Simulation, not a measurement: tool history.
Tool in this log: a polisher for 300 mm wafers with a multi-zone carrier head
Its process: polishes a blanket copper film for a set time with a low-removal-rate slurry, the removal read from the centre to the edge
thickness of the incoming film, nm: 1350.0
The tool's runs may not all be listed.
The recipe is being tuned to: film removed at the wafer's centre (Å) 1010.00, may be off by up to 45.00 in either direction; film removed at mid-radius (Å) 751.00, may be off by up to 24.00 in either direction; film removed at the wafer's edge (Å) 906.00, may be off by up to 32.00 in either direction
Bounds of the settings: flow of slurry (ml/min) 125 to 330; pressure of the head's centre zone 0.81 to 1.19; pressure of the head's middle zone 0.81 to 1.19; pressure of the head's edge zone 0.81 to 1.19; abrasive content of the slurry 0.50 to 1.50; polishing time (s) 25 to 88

run  hour  flow of slurry (ml/min)  pressure of the head's centre zone  pressure of the head's middle zone  pressure of the head's edge zone  abrasive content of the slurry  polishing time (s)  film removed at the wafer's centre (Å)  film removed at mid-radius (Å)  film removed at the wafer's edge (Å)
  1   0.0                      210                                1.00                                1.00                              1.00                            1.00                  56                                  900.60                          927.66                                921.22
  2   8.0                      210                                1.00                                1.00                              1.04                            1.00                  56                                  927.08                          920.00                                951.88
  3  12.4                      210                                1.00                                1.00                              1.04                            0.85                  56                                  927.57                          885.52                                926.16
  4  20.8                      210                                0.96                                1.00                              1.04                            0.85                  56                                  864.63                          905.30                                927.07
  5  25.7                      210                                0.93                                1.00                              1.04                            0.85                  56                                  831.70                          911.52                                902.02
  6  31.2                      205                                0.97                                0.97                              1.03                            0.80                  56                                  862.77                          862.81                                889.74
  7  33.7                      205                                1.00                                0.95                              1.04                            0.80                  56                                  859.85                          843.70                                907.07
  8  41.4                      205                                1.04                                0.94                              1.04                            0.75                  56                                  917.91                          827.77                                915.03
  9  44.5                      205                                1.07                                0.92                              1.03                            0.70                  56                                  940.35                          808.56                                869.34
 10  50.0                      205                                1.07                                0.92                              1.03                            0.70                  56                                  923.03                          811.27                                881.27

Which of these 5 next moves meets every target?
  A  55.5                      255                                1.12                                0.87                              1.05                            1.00                  48                                       ?                               ?                                     ?
  B  55.5                      220                                1.10                                0.81                              1.16                            0.90                  51                                       ?                               ?                                     ?
  C  55.5                      190                                0.99                                0.87                              1.18                            0.65                  57                                       ?                               ?                                     ?
  D  55.5                      245                                1.19                                0.89                              1.18                            0.60                  54                                       ?                               ?                                     ?
  E  55.5                      165                                1.11                                0.85                              1.10                            0.70                  54                                       ?                               ?                                     ?

move  film removed at the wafer's centre (Å)  film removed at mid-radius (Å)  film removed at the wafer's edge (Å)
   A                                  903.59                          734.53                                834.29
   B                                  904.48                          707.88                                901.79
   C                                  837.56                          774.99                                943.76
   D                                  982.87                          765.80                                907.22
   E                                  875.33                          710.05                                856.81
A: puts the biggest miss on target and leaves a different result outside tolerance
B: the result that was furthest off in the last run now lies on the other side of its target
C: puts the biggest miss on target and leaves a different result outside tolerance
D: every result lands within tolerance
E: the result that was furthest off in the last run now lies on the other side of its target
Answer: D

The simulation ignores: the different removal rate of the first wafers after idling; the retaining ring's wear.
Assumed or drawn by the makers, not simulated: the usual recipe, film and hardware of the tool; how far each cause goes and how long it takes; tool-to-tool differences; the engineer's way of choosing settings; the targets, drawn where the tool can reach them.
